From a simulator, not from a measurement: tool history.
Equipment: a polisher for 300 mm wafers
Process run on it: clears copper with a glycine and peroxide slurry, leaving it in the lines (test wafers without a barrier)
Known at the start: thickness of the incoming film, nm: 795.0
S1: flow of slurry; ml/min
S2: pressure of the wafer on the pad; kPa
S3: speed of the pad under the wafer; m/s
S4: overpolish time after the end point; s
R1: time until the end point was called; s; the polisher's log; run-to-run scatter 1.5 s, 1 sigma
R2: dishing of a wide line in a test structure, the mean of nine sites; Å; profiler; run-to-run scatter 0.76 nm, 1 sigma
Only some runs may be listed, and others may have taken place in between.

{"run": 1, "hour": 0.0, "S1": 275, "S2": 24.1, "S3": 0.78, "S4": 13, "R1": 132.49, "R2": 538.94}
{"run": 2, "hour": 1.0, "S1": 275, "S2": 26.2, "S3": 0.78, "S4": 12, "R1": 120.22, "R2": 539.4}
{"run": 3, "hour": 9.1, "S1": 315, "S2": 26.2, "S3": 0.78, "S4": 12, "R1": 124.99, "R2": 549.67}
{"run": 4, "hour": 17.3, "S1": 300, "S2": 27.6, "S3": 0.78, "S4": 11, "R1": 119.52, "R2": 514.98}
{"run": 5, "hour": 24.3, "S1": 300, "S2": 27.6, "S3": 0.78, "S4": 14, "R1": 116.34, "R2": 635.71}
{"run": 6, "hour": 26.3, "S1": 295, "S2": 29, "S3": 0.78, "S4": 13, "R1": 112.12, "R2": 626.53}
{"run": 7, "hour": 32.6, "S1": 290, "S2": 29.6, "S3": 0.78, "S4": 12, "R1": 109.64, "R2": 600.9}
{"run": 8, "hour": 34.4, "S1": 290, "S2": 30.3, "S3": 0.78, "S4": 11, "R1": 106.5, "R2": 552.3}
{"run": 9, "hour": 41.5, "S1": 285, "S2": 31, "S3": 0.78, "S4": 11, "R1": 106, "R2": 560.64}

Forecast run 10:
{"run": 10, "hour": 49.1, "S1": 280, "S2": 31.7, "S3": 0.78, "S4": 10, "R1": "?", "R2": "?"}

{"run 10": {"R1": 106.03, "R2": 529.59}}

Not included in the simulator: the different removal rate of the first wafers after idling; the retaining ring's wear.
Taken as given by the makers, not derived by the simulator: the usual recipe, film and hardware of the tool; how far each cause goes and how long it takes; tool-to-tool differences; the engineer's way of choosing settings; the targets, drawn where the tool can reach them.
